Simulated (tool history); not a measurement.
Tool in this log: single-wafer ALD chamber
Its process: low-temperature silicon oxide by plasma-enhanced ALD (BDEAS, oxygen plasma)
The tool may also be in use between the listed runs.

run  hour  heater temperature setpoint (deg C)  number of ALD cycles (cycles)  mean film thickness on the monitor wafer (Å)
  1   0.0                                   95                             32                                        50.787
  2   7.4                                   95                             28                                        44.319
  3  12.4                                   95                             31                                        48.891
  4  14.8                                   99                             30                                        47.021
  5  15.7                                   99                             33                                        51.482
  6  23.3                                   99                             36                                        56.366

Expected results for the next run?
  7  26.6                                  103                             34                                             ?

{"run 7": {"mean film thickness on the monitor wafer (Å)": 52.528}}
